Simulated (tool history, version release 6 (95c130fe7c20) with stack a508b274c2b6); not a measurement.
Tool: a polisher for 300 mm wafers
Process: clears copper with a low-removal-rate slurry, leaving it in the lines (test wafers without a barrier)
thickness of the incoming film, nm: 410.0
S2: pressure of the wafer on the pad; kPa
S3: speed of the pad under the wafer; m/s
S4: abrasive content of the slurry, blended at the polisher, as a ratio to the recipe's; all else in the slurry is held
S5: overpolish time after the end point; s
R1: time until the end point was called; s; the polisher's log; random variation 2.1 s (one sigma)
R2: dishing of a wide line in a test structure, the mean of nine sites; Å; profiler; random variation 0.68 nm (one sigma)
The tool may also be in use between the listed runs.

run 1 day=0 | flow_of_slurry_(ml/min)=265 S2=22.1 S3=0.84 S4=1 S5=15 | R1=143.84 R2=303.27
run 2 day=0.233 | flow_of_slurry_(ml/min)=265 S2=17.2 S3=0.84 S4=1 S5=15 | R1=176.84 R2=245.37
run 3 day=0.271 | flow_of_slurry_(ml/min)=265 S2=17.2 S3=0.84 S4=0.8 S5=15 | R1=192.67 R2=228.38
run 4 day=0.342 | flow_of_slurry_(ml/min)=265 S2=11.7 S3=0.84 S4=0.8 S5=15 | R1=276.58 R2=160.04
run 5 day=0.554 | flow_of_slurry_(ml/min)=265 S2=13.8 S3=0.84 S4=0.8 S5=17 | R1=238.65 R2=213.18
run 6 day=0.821 | flow_of_slurry_(ml/min)=265 S2=15.2 S3=0.84 S4=0.8 S5=19 | R1=213.97 R2=253.84
run 7 day=1.162 | flow_of_slurry_(ml/min)=265 S2=15.9 S3=0.84 S4=0.8 S5=21 | R1=205.66 R2=280.62
run 8 day=1.367 | flow_of_slurry_(ml/min)=265 S2=16.5 S3=0.84 S4=0.8 S5=22 | R1=194.37 R2=300.85
run 9 day=1.396 | flow_of_slurry_(ml/min)=265 S2=16.5 S3=0.84 S4=0.8 S5=23 | R1=197.14 R2=324.08

Run 10 comes next. What will it give?
run 10 day=1.583 | flow_of_slurry_(ml/min)=265 S2=17.2 S3=0.84 S4=0.8 S5=24 | R1=? R2=?

R1: 188.32 s
R2: 332.38 Å

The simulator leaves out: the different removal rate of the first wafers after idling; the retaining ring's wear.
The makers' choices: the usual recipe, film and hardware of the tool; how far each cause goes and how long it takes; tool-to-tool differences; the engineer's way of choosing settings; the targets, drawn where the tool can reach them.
